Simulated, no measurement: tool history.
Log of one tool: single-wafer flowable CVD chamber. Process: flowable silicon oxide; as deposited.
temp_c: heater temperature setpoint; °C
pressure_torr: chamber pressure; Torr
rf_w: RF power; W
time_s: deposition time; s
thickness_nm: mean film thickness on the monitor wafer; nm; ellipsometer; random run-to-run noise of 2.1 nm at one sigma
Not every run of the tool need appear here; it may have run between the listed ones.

Run 1, hour 0.0: temp_c 90 °C, pressure_torr 1.04 Torr, rf_w 2555 W, time_s 852 s. Result: thickness_nm 1008.30 nm.
Run 2, hour 1.4: temp_c 90 °C, pressure_torr 1.04 Torr, rf_w 2555 W, time_s 814 s. Result: thickness_nm 964.43 nm.
Run 3, hour 9.8: temp_c 82 °C, pressure_torr 1.04 Torr, rf_w 2555 W, time_s 814 s. Result: thickness_nm 1263.00 nm.
Run 4, hour 11.6: temp_c 87 °C, pressure_torr 1.04 Torr, rf_w 2555 W, time_s 814 s. Result: thickness_nm 1057.50 nm.
Run 5, hour 18.0: temp_c 88 °C, pressure_torr 1.04 Torr, rf_w 2555 W, time_s 814 s. Result: thickness_nm 1031.20 nm.
Run 6, hour 26.9: temp_c 89 °C, pressure_torr 1.04 Torr, rf_w 2555 W, time_s 814 s. Result: thickness_nm 996.18 nm.
Run 7, hour 34.6: temp_c 90 °C, pressure_torr 1.04 Torr, rf_w 2555 W, time_s 814 s. Result: thickness_nm 962.19 nm.

Run 8 comes next. What will it give?
Run 8, hour 37.0: temp_c 96 °C, pressure_torr 1.04 Torr, rf_w 2555 W, time_s 814 s. Result: thickness_nm ?.

{"run 8": {"thickness_nm": 770.07}}
